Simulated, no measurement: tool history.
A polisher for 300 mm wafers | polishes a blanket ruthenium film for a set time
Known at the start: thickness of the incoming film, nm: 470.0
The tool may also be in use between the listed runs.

run	hour	flow of slurry (ml/min)	pressure of the wafer on the pad (psi)	speed of the pad under the wafer (m/s)	polishing time (s)	film removed (nm)
1	0.0	275	1.9	1.20	24	25.745
2	7.3	235	1.9	1.20	24	25.627
3	10.5	275	1.9	1.20	24	25.967
4	12.3	275	1.6	1.20	24	23.299
5	16.5	275	1.6	1.00	24	19.183
6	23.8	275	1.2	1.00	24	16.370
7	32.5	275	1.1	0.96	24	15.147
8	38.7	275	1.0	0.92	24	13.646
9	43.6	270	1.0	0.92	24	13.785

The next listed run, before its measurement:
10	47.4	265	1.0	0.90	24	?

Run 10 gave film removed (nm) 13.492.
